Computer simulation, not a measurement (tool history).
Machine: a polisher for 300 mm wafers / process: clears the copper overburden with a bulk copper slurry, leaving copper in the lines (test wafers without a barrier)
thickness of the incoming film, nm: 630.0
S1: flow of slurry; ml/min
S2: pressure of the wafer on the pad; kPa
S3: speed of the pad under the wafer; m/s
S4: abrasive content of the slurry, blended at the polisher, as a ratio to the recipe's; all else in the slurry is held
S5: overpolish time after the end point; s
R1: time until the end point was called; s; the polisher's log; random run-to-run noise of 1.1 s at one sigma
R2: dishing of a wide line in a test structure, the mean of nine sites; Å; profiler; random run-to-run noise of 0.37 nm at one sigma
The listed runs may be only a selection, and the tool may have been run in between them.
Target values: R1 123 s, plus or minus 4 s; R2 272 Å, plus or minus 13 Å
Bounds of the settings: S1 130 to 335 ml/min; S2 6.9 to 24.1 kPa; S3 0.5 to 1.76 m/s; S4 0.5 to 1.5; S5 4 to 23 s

Run 1, hour 0: S1 215 ml/min, S2 15.2 kPa, S3 1.12 m/s, S4 1, S5 12 s. Result: R1 84.761 s, R2 522.63 Å.
Run 2, hour 1.2: S1 215 ml/min, S2 15.2 kPa, S3 1.4 m/s, S4 1, S5 12 s. Result: R1 69.222 s, R2 583.94 Å.
Run 3, hour 5.7: S1 215 ml/min, S2 15.2 kPa, S3 1.4 m/s, S4 1, S5 10 s. Result: R1 68.26 s, R2 514.83 Å.
Run 4, hour 9.7: S1 215 ml/min, S2 14.5 kPa, S3 1.4 m/s, S4 1, S5 10 s. Result: R1 72.71 s, R2 508.3 Å.
Run 5, hour 15.6: S1 240 ml/min, S2 14.5 kPa, S3 1.4 m/s, S4 1, S5 10 s. Result: R1 73.242 s, R2 506.6 Å.
Run 6, hour 20.5: S1 240 ml/min, S2 13.8 kPa, S3 1.4 m/s, S4 1, S5 10 s. Result: R1 75.338 s, R2 489.39 Å.
Run 7, hour 23.2: S1 240 ml/min, S2 13.1 kPa, S3 1.4 m/s, S4 1, S5 10 s. Result: R1 78.282 s, R2 477.18 Å.
Run 8, hour 30.4: S1 240 ml/min, S2 13.1 kPa, S3 1.4 m/s, S4 1, S5 10 s. Result: R1 78.89 s, R2 468.33 Å.
Run 9, hour 39.2: S1 240 ml/min, S2 12.4 kPa, S3 1.38 m/s, S4 1, S5 10 s. Result: R1 83.401 s, R2 450.57 Å.
Run 10, hour 40.2: S1 240 ml/min, S2 11.7 kPa, S3 1.36 m/s, S4 1, S5 10 s. Result: R1 88.519 s, R2 432.06 Å.
Run 11, hour 44.7: S1 235 ml/min, S2 7.6 kPa, S3 1.34 m/s, S4 1, S5 6 s. Result: R1 130.74 s, R2 190.95 Å.
Run 12, hour 51.2: S1 240 ml/min, S2 7.6 kPa, S3 1.34 m/s, S4 1, S5 6 s. Result: R1 130.79 s, R2 196.91 Å.
Run 13, hour 58.7: S1 245 ml/min, S2 7.6 kPa, S3 1.34 m/s, S4 1, S5 6 s. Result: R1 130.88 s, R2 197.16 Å.

Exactly one of the 4 candidate moves below puts every result within its allowed miss. Which one?
Run A, hour 66.2: S1 295 ml/min, S2 6.9 kPa, S3 1.34 m/s, S4 1.05, S5 8 s. Result: R1 ?, R2 ?.
Run B, hour 66.2: S1 240 ml/min, S2 9 kPa, S3 1.32 m/s, S4 0.95, S5 9 s. Result: R1 ?, R2 ?.
Run C, hour 66.2: S1 310 ml/min, S2 6.9 kPa, S3 1.46 m/s, S4 1.15, S5 7 s. Result: R1 ?, R2 ?.
Run D, hour 66.2: S1 270 ml/min, S2 8.3 kPa, S3 1.26 m/s, S4 1.2, S5 8 s. Result: R1 ?, R2 ?.

move      R1      R2
   A  133.13  246.06
   B  113.53  315.62
   C  120.21  239.62
   D  119.15  273.47
A: nearer the targets than the last run, but a result is still out of spec
B: moves the result that the last run missed by most past its target, out the other side
C: nearer the targets than the last run, but a result is still out of spec
D: all results in spec
Answer: D
